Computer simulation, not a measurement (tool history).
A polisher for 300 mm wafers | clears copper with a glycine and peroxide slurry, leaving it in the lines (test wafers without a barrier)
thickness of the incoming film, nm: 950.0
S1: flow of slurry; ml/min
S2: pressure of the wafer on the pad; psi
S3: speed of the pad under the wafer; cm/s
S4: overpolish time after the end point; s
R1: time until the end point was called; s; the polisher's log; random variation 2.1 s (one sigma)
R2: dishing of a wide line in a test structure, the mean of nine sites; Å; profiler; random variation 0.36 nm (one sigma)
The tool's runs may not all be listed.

Run 1, hour 0: S1 295 ml/min, S2 2.9 psi, S3 124 cm/s, S4 25 s. Result: R1 122.66 s, R2 889.73 Å.
Run 2, hour 5.3: S1 295 ml/min, S2 2.9 psi, S3 96 cm/s, S4 25 s. Result: R1 155.29 s, R2 767.82 Å.
Run 3, hour 10.9: S1 275 ml/min, S2 2.5 psi, S3 106 cm/s, S4 20 s. Result: R1 162.71 s, R2 620.09 Å.
Run 4, hour 18.9: S1 275 ml/min, S2 2.5 psi, S3 118 cm/s, S4 20 s. Result: R1 146.32 s, R2 667.19 Å.
Run 5, hour 20.5: S1 250 ml/min, S2 2.2 psi, S3 124 cm/s, S4 17 s. Result: R1 158.69 s, R2 551.83 Å.
Run 6, hour 26.4: S1 250 ml/min, S2 2.2 psi, S3 114 cm/s, S4 17 s. Result: R1 171.4 s, R2 536.63 Å.
Run 7, hour 34.2: S1 230 ml/min, S2 2 psi, S3 126 cm/s, S4 15 s. Result: R1 172.88 s, R2 459.82 Å.
Run 8, hour 41.6: S1 215 ml/min, S2 1.8 psi, S3 142 cm/s, S4 13 s. Result: R1 171.7 s, R2 401.77 Å.
Run 9, hour 46.8: S1 205 ml/min, S2 1.7 psi, S3 154 cm/s, S4 12 s. Result: R1 171.9 s, R2 378.82 Å.
Run 10, hour 53.3: S1 195 ml/min, S2 1.7 psi, S3 164 cm/s, S4 11 s. Result: R1 161.37 s, R2 373.39 Å.
Run 11, hour 61.7: S1 190 ml/min, S2 1.7 psi, S3 172 cm/s, S4 10 s. Result: R1 159.08 s, R2 354.7 Å.

Forecast run 12:
Run 12, hour 66: S1 175 ml/min, S2 1.5 psi, S3 194 cm/s, S4 8 s. Result: R1 ?, R2 ?.

R1: 157.94 s
R2: 287.41 Å

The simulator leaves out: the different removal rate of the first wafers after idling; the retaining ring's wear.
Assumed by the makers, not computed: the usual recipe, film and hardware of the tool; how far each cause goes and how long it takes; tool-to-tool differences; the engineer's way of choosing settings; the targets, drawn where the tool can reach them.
